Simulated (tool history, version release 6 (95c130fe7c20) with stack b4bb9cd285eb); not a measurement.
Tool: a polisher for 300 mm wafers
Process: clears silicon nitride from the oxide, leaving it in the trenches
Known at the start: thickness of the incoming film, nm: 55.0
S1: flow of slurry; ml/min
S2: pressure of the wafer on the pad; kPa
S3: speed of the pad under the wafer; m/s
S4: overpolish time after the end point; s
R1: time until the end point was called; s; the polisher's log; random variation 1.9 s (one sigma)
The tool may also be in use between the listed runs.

Run 1, day 0: S1 210 ml/min, S2 11.7 kPa, S3 0.84 m/s, S4 15 s. Result: R1 145.61 s.
Run 2, day 0.138: S1 230 ml/min, S2 11.7 kPa, S3 0.84 m/s, S4 15 s. Result: R1 144.09 s.
Run 3, day 0.362: S1 255 ml/min, S2 11.7 kPa, S3 0.84 m/s, S4 15 s. Result: R1 144.01 s.
Run 4, day 0.408: S1 215 ml/min, S2 11.7 kPa, S3 0.84 m/s, S4 15 s. Result: R1 145.77 s.
Run 5, day 0.704: S1 215 ml/min, S2 10.3 kPa, S3 0.84 m/s, S4 15 s. Result: R1 164.16 s.
Run 6, day 1.075: S1 215 ml/min, S2 9.7 kPa, S3 0.84 m/s, S4 15 s. Result: R1 174.83 s.
Run 7, day 1.446: S1 200 ml/min, S2 6.2 kPa, S3 0.84 m/s, S4 15 s. Result: R1 272.78 s.
Run 8, day 1.8: S1 205 ml/min, S2 6.2 kPa, S3 0.84 m/s, S4 15 s. Result: R1 272.09 s.

Run 9 comes next. What will it give?
Run 9, day 2.121: S1 205 ml/min, S2 6.9 kPa, S3 0.84 m/s, S4 15 s. Result: R1 ?.

{"run 9": {"R1": 244.03}}
